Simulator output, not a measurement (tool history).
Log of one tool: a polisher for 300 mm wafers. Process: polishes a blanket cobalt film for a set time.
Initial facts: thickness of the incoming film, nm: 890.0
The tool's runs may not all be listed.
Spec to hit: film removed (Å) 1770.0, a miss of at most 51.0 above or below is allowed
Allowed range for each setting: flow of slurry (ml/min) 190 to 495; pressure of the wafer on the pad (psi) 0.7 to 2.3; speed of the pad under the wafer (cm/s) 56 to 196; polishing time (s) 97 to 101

run    day  flow of slurry (ml/min)  pressure of the wafer on the pad (psi)  speed of the pad under the wafer (cm/s)  polishing time (s)  film removed (Å)
  1  0.000                      320                                     1.5                                      126                  97            4165.6
  2  0.075                      320                                     1.4                                      122                  97            3775.3
  3  0.188                      320                                     1.3                                      118                  97            3459.0
  4  0.308                      320                                     1.3                                      118                  97            3415.6
  5  0.450                      280                                     1.3                                      118                  97            3380.5
  6  0.600                      280                                     1.2                                      114                  97            3023.8
  7  0.821                      275                                     1.1                                      112                  97            2709.7
  8  0.996                      270                                     1.1                                      110                  97            2675.9
  9  1.092                      265                                     1.1                                      108                  97            2618.7
 10  1.379                      260                                     1.1                                      108                  97            2645.9
 11  1.438                      255                                     0.7                                       88                  97            1468.7
 12  1.767                      255                                     0.8                                       88                  97            1640.9
 13  2.004                      255                                     0.9                                       88                  97            1834.7

4 next moves are on the table. One of them brings every result within its allowed miss. Which?
  A  2.242                      190                                     1.1                                       72                 101                 ?
  B  2.242                      215                                     1.0                                       80                 101                 ?
  C  2.242                      255                                     0.8                                       96                  98                 ?
  D  2.242                      260                                     0.7                                      116                  99                 ?

move  film removed (Å)
   A            1868.1
   B            1887.9
   C            1754.6
   D            1833.0
A: lands further from the targets than the last run did
B: lands further from the targets than the last run did
C: every result within its allowed miss
D: about the same distance from the targets as the last run
Correct choice: C, which meets every target
